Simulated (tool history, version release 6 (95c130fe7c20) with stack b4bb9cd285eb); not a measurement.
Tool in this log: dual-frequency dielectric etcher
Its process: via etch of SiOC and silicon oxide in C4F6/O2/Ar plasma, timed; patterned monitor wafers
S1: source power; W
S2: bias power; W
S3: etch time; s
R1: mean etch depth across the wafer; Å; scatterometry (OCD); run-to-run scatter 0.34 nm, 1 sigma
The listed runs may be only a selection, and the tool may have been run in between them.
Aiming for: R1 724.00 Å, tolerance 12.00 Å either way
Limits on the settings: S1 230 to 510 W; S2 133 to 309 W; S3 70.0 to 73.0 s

run	hour	S1	S2	S3	R1
1	0.0	370	221	70.0	853.78
2	1.6	370	221	73.0	886.31
3	8.5	370	221	73.0	889.69
4	9.3	410	221	73.0	927.84
5	12.7	390	214	73.0	900.40
6	19.1	370	208	73.0	868.09
7	20.1	350	205	73.0	848.57
8	26.2	340	202	73.0	833.07
9	33.9	340	202	73.0	834.45
10	38.0	330	199	73.0	819.96
11	41.4	320	197	73.0	805.90
12	44.0	310	196	73.0	797.72
13	49.7	300	195	73.0	787.79
14	52.8	290	194	73.0	773.08
15	57.3	280	194	73.0	770.71
16	60.1	270	193	73.0	757.43

Below are 5 possible settings for the next run. Only one of them brings all results inside the allowed miss of their targets. Which is it?
A	62.9	270	185	71.5	?
B	62.9	320	177	70.0	?
C	62.9	250	207	72.5	?
D	62.9	230	214	73.0	?
E	62.9	240	224	70.5	?

move	R1
A	724.44
B	740.26
C	748.44
D	742.21
E	741.12
A: all results land within tolerance of their targets
B: closer than the last run, but not yet in spec
C: closer than the last run, but not yet in spec
D: closer than the last run, but not yet in spec
E: closer than the last run, but not yet in spec
Correct choice: A, which meets every target

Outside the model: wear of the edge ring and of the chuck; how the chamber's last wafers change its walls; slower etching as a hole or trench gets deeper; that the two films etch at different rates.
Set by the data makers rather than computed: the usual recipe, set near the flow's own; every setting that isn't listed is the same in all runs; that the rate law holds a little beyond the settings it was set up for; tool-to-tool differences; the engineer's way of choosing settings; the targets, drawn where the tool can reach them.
